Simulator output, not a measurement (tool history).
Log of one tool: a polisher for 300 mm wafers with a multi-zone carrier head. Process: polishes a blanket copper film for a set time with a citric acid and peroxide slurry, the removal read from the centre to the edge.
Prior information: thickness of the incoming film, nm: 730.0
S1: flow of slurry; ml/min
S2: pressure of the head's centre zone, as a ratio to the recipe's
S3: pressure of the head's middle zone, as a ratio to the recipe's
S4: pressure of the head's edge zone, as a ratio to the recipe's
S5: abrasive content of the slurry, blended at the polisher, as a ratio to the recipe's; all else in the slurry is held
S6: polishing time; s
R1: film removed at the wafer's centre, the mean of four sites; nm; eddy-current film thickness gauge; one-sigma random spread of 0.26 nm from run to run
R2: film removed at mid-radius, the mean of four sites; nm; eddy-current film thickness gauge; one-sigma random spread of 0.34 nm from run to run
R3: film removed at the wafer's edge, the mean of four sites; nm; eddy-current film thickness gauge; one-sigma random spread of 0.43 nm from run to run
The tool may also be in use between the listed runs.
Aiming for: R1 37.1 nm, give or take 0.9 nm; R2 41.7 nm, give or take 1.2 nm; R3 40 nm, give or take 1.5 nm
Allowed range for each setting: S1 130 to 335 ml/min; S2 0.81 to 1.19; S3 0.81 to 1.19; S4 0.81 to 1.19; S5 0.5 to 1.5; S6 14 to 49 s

run 1 hour=0 | S1=215 S2=1 S3=1 S4=1 S5=1 S6=31 | R1=70.169 R2=69.035 R3=70.915
run 2 hour=1.8 | S1=190 S2=1 S3=1 S4=1 S5=1 S6=31 | R1=69.26 R2=67.984 R3=69.743
run 3 hour=3.8 | S1=185 S2=0.97 S3=1 S4=0.97 S5=0.9 S6=29 | R1=60.765 R2=63.083 R3=62.933
run 4 hour=7.5 | S1=185 S2=1 S3=1 S4=0.97 S5=0.9 S6=29 | R1=63.235 R2=62.549 R3=64.13
run 5 hour=10.4 | S1=185 S2=1 S3=1 S4=0.94 S5=0.9 S6=29 | R1=63.187 R2=63.37 R3=61.231
run 6 hour=11.1 | S1=180 S2=0.97 S3=0.98 S4=0.92 S5=0.8 S6=27 | R1=55.837 R2=57.164 R3=57.113
run 7 hour=18.5 | S1=200 S2=0.92 S3=1.04 S4=0.84 S5=0.55 S6=18 | R1=34.852 R2=38.878 R3=35.454
run 8 hour=24 | S1=205 S2=0.92 S3=1.05 S4=0.87 S5=0.55 S6=18 | R1=35.267 R2=38.46 R3=35.852
run 9 hour=26.9 | S1=205 S2=0.92 S3=1.05 S4=0.89 S5=0.6 S6=18 | R1=35.213 R2=40.016 R3=37.073
run 10 hour=34.7 | S1=210 S2=0.93 S3=1.05 S4=0.91 S5=0.6 S6=18 | R1=35.869 R2=39.233 R3=37
run 11 hour=37.3 | S1=235 S2=0.9 S3=1.08 S4=0.99 S5=0.8 S6=18 | R1=35.734 R2=41.665 R3=39.862

Next run, 5 choices. One meets every target within its allowed miss, the rest don't. Which?
run A hour=39.9 | S1=140 S2=0.84 S3=1.05 S4=0.91 S5=0.85 S6=20 | R1=? R2=? R3=?
run B hour=39.9 | S1=240 S2=0.88 S3=1.13 S4=0.92 S5=0.5 S6=18 | R1=? R2=? R3=?
run C hour=39.9 | S1=275 S2=0.95 S3=1.11 S4=1.04 S5=0.55 S6=18 | R1=? R2=? R3=?
run D hour=39.9 | S1=240 S2=0.95 S3=1.06 S4=0.96 S5=0.9 S6=18 | R1=? R2=? R3=?
run E hour=39.9 | S1=275 S2=0.87 S3=1.11 S4=0.97 S5=0.65 S6=18 | R1=? R2=? R3=?

move=A R1=34.298 R2=43.123 R3=41.443
move=B R1=33.271 R2=41.722 R3=37.391
move=C R1=36.825 R2=42.1 R3=40.197
move=D R1=38.207 R2=42.309 R3=40.518
move=E R1=34.255 R2=42.817 R3=39.634
A: the biggest miss grows against the last run
B: the biggest miss grows against the last run
C: all results land within tolerance of their targets
D: carries the result that was furthest off beyond its target, to the other side
E: the biggest miss grows against the last run
Move C is the one to make.

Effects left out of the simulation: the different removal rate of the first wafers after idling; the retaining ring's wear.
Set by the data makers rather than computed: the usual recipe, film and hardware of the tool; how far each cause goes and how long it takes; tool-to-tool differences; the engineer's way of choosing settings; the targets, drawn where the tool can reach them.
